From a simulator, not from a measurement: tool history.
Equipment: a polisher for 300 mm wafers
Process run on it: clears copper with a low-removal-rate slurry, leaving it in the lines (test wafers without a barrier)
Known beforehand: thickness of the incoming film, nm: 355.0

| run | hour | flow of slurry (ml/min) | pressure of the wafer on the pad (kPa) | speed of the pad under the wafer (m/s) | abrasive content of the slurry | overpolish time after the end point (s) | time until the end point was called (s) | dishing of a wide line in a test structure (Å) |
|---|---|---|---|---|---|---|---|---|
| 1 | 0.0 | 140 | 18.6 | 1.10 | 1.00 | 14 | 153.49 | 255.230 |
| 2 | 3.7 | 140 | 22.1 | 1.10 | 1.00 | 14 | 134.38 | 284.570 |
| 3 | 10.4 | 160 | 22.1 | 1.10 | 1.00 | 14 | 131.27 | 301.550 |
| 4 | 13.5 | 140 | 22.1 | 1.12 | 1.00 | 11 | 130.55 | 244.530 |
| 5 | 21.5 | 110 | 22.1 | 1.12 | 1.00 | 11 | 137.40 | 221.900 |
| 6 | 23.9 | 90 | 22.1 | 1.12 | 1.00 | 11 | 144.61 | 220.330 |
| 7 | 26.8 | 95 | 22.1 | 1.14 | 1.00 | 9 | 140.31 | 183.840 |
| 8 | 35.6 | 90 | 21.4 | 1.24 | 0.90 | 8 | 138.25 | 177.470 |
| 9 | 39.0 | 90 | 20.7 | 1.28 | 1.00 | 7 | 135.56 | 159.430 |
| 10 | 43.6 | 85 | 16.5 | 1.50 | 1.25 | 4 | 134.66 | 95.428 |

What does the tool deliver on the next run?
| 11 | 47.5 | 90 | 16.5 | 1.50 | 1.25 | 4 | ? | ? |

Run 11 yielded time until the end point was called (s) 131.43, dishing of a wide line in a test structure (Å) 98.147.
